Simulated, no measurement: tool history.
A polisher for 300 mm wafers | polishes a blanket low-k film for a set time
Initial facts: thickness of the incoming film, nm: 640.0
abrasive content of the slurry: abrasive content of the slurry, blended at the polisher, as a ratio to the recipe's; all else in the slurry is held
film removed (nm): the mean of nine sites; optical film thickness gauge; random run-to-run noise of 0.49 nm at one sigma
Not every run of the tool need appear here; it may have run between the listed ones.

run	hour	flow of slurry (ml/min)	pressure of the wafer on the pad (kPa)	speed of the pad under the wafer (cm/s)	abrasive content of the slurry	polishing time (s)	film removed (nm)
1	0.0	135	15.9	116	1.0	85	57.301
2	3.8	130	14.5	116	1.0	85	53.468
3	11.1	130	13.1	116	1.0	85	46.609
4	15.8	130	13.1	116	1.0	85	47.304
5	20.2	130	13.1	128	1.0	85	50.534
6	20.9	130	16.5	128	1.0	85	64.131
7	25.7	130	14.5	126	1.0	85	56.433

Run 8 is up next; what results do you expect?
8	32.5	130	13.1	126	1.0	85	?

Logged for run 8: film removed (nm) 49.674.

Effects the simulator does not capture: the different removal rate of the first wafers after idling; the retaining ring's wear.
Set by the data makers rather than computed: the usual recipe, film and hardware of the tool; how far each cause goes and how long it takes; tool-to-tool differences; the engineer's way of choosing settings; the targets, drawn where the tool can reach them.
